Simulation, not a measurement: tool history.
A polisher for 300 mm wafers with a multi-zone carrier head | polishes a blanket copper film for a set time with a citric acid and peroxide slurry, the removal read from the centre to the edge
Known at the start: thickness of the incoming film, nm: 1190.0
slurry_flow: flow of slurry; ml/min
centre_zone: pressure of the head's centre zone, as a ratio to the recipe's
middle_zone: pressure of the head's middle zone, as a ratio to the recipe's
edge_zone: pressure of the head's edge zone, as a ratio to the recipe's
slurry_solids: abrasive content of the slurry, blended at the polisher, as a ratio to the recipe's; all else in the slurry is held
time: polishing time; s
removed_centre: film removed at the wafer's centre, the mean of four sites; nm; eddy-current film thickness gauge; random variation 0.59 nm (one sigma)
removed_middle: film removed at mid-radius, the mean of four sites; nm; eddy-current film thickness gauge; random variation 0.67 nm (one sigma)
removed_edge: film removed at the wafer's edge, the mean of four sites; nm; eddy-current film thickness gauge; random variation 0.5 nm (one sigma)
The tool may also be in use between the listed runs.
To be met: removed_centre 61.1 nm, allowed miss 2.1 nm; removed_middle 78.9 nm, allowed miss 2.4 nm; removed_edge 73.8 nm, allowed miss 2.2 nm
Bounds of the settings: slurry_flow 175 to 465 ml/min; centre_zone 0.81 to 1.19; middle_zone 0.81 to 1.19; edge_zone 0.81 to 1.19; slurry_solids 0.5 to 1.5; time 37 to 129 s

Run 1, hour 0: slurry_flow 295 ml/min, centre_zone 1, middle_zone 1, edge_zone 1, slurry_solids 1, time 83 s. Result: removed_centre 121.85 nm, removed_middle 120.68 nm, removed_edge 117.99 nm.
Run 2, hour 2.3: slurry_flow 295 ml/min, centre_zone 1, middle_zone 1, edge_zone 1.08, slurry_solids 1, time 83 s. Result: removed_centre 123.58 nm, removed_middle 119.41 nm, removed_edge 121.78 nm.
Run 3, hour 9.3: slurry_flow 295 ml/min, centre_zone 0.93, middle_zone 1, edge_zone 1.08, slurry_solids 1, time 83 s. Result: removed_centre 112.12 nm, removed_middle 118 nm, removed_edge 122.23 nm.
Run 4, hour 11.5: slurry_flow 285 ml/min, centre_zone 0.89, middle_zone 1.01, edge_zone 1.02, slurry_solids 0.85, time 74 s. Result: removed_centre 93.513 nm, removed_middle 104.15 nm, removed_edge 102.69 nm.
Run 5, hour 16.7: slurry_flow 285 ml/min, centre_zone 0.89, middle_zone 1.01, edge_zone 1.02, slurry_solids 0.65, time 74 s. Result: removed_centre 89.659 nm, removed_middle 100.02 nm, removed_edge 98.384 nm.
Run 6, hour 24.1: slurry_flow 285 ml/min, centre_zone 0.89, middle_zone 0.94, edge_zone 1.02, slurry_solids 0.65, time 74 s. Result: removed_centre 88.612 nm, removed_middle 93.93 nm, removed_edge 97.714 nm.
Run 7, hour 26.2: slurry_flow 265 ml/min, centre_zone 0.86, middle_zone 0.99, edge_zone 1.02, slurry_solids 0.6, time 67 s. Result: removed_centre 76.264 nm, removed_middle 86.703 nm, removed_edge 87.008 nm.
Run 8, hour 28.6: slurry_flow 240 ml/min, centre_zone 0.84, middle_zone 1.02, edge_zone 1.02, slurry_solids 0.55, time 64 s. Result: removed_centre 69.386 nm, removed_middle 82.745 nm, removed_edge 81.023 nm.
Run 9, hour 37.2: slurry_flow 190 ml/min, centre_zone 0.81, middle_zone 1.08, edge_zone 1.01, slurry_solids 0.5, time 59 s. Result: removed_centre 57.768 nm, removed_middle 76.668 nm, removed_edge 72.451 nm.

4 next moves are on the table. One of them brings every result within its allowed miss. Which?
Run A, hour 45.8: slurry_flow 175 ml/min, centre_zone 0.84, middle_zone 0.99, edge_zone 1.04, slurry_solids 0.5, time 60 s. Result: removed_centre ?, removed_middle ?, removed_edge ?.
Run B, hour 45.8: slurry_flow 210 ml/min, centre_zone 0.81, middle_zone 1.18, edge_zone 1.08, slurry_solids 0.75, time 52 s. Result: removed_centre ?, removed_middle ?, removed_edge ?.
Run C, hour 45.8: slurry_flow 215 ml/min, centre_zone 0.86, middle_zone 1.13, edge_zone 1.1, slurry_solids 0.5, time 57 s. Result: removed_centre ?, removed_middle ?, removed_edge ?.
Run D, hour 45.8: slurry_flow 230 ml/min, centre_zone 0.81, middle_zone 1.02, edge_zone 1.07, slurry_solids 0.5, time 57 s. Result: removed_centre ?, removed_middle ?, removed_edge ?.

move  removed_centre  removed_middle  removed_edge
   A          60.468          72.358        73.709
   B          55.447          79.616        70.432
   C          60.957           79.35        73.555
   D          57.906          73.383        73.134
A: brings the result that was furthest off to its target, and leaves another outside
B: further off than the last run
C: meets every target
D: further off than the last run
Answer: C
